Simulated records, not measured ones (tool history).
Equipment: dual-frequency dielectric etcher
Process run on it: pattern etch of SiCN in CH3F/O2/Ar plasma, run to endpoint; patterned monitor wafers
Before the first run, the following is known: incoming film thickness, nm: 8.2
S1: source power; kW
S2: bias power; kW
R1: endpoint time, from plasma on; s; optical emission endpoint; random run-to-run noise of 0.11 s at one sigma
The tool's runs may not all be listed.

Run 1, hour 0.0: S1 0.400 kW, S2 0.103 kW. Result: R1 17.845 s.
Run 2, hour 1.7: S1 0.440 kW, S2 0.103 kW. Result: R1 17.194 s.
Run 3, hour 3.3: S1 0.410 kW, S2 0.101 kW. Result: R1 17.837 s.
Run 4, hour 10.7: S1 0.390 kW, S2 0.100 kW. Result: R1 18.161 s.
Run 5, hour 12.4: S1 0.370 kW, S2 0.099 kW. Result: R1 18.731 s.
Run 6, hour 20.0: S1 0.410 kW, S2 0.099 kW. Result: R1 17.878 s.
Run 7, hour 28.0: S1 0.390 kW, S2 0.098 kW. Result: R1 18.286 s.
Run 8, hour 35.9: S1 0.370 kW, S2 0.097 kW. Result: R1 18.796 s.

For run 9, what comes out?
Run 9, hour 41.8: S1 0.360 kW, S2 0.096 kW. Result: R1 ?.

{"run 9": {"R1": 19.036}}

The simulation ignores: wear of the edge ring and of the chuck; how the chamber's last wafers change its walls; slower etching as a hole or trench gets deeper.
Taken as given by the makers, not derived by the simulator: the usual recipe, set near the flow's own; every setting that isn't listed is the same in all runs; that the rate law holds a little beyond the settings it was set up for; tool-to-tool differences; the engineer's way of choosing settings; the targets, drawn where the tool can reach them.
